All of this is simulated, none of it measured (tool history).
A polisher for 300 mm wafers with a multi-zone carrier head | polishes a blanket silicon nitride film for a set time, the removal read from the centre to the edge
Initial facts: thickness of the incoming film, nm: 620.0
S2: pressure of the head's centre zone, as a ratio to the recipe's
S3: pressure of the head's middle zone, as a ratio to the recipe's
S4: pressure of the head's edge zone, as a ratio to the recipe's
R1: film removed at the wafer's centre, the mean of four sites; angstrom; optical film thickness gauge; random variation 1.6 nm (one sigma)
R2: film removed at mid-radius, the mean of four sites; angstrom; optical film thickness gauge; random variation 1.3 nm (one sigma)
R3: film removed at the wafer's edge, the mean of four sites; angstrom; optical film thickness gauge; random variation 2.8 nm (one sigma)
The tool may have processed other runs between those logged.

{"run": 1, "hour": 0.0, "flow of slurry (ml/min)": 290, "S2": 1.0, "S3": 1.0, "S4": 1.0, "polishing time (s)": 84, "R1": 1757.0, "R2": 1681.8, "R3": 1738.9}
{"run": 2, "hour": 5.0, "flow of slurry (ml/min)": 295, "S2": 1.0, "S3": 0.99, "S4": 1.02, "polishing time (s)": 85, "R1": 1769.6, "R2": 1684.1, "R3": 1780.1}
{"run": 3, "hour": 12.0, "flow of slurry (ml/min)": 300, "S2": 1.0, "S3": 0.98, "S4": 1.04, "polishing time (s)": 86, "R1": 1791.8, "R2": 1711.1, "R3": 1800.8}
{"run": 4, "hour": 19.7, "flow of slurry (ml/min)": 295, "S2": 1.0, "S3": 0.97, "S4": 1.05, "polishing time (s)": 87, "R1": 1827.6, "R2": 1704.2, "R3": 1826.5}
{"run": 5, "hour": 27.3, "flow of slurry (ml/min)": 295, "S2": 1.0, "S3": 0.97, "S4": 1.05, "polishing time (s)": 105, "R1": 2145.3, "R2": 2091.5, "R3": 2197.7}
{"run": 6, "hour": 30.3, "flow of slurry (ml/min)": 290, "S2": 1.0, "S3": 0.95, "S4": 1.05, "polishing time (s)": 105, "R1": 2189.1, "R2": 2028.0, "R3": 2205.6}
{"run": 7, "hour": 35.6, "flow of slurry (ml/min)": 250, "S2": 0.9, "S3": 0.85, "S4": 1.03, "polishing time (s)": 101, "R1": 1826.6, "R2": 1751.0, "R3": 2111.0}

What will run 8 give?
{"run": 8, "hour": 44.4, "flow of slurry (ml/min)": 250, "S2": 0.91, "S3": 0.85, "S4": 1.03, "polishing time (s)": 101, "R1": "?", "R2": "?", "R3": "?"}

{"run 8": {"R1": 1850.3, "R2": 1756.8, "R3": 2087.6}}
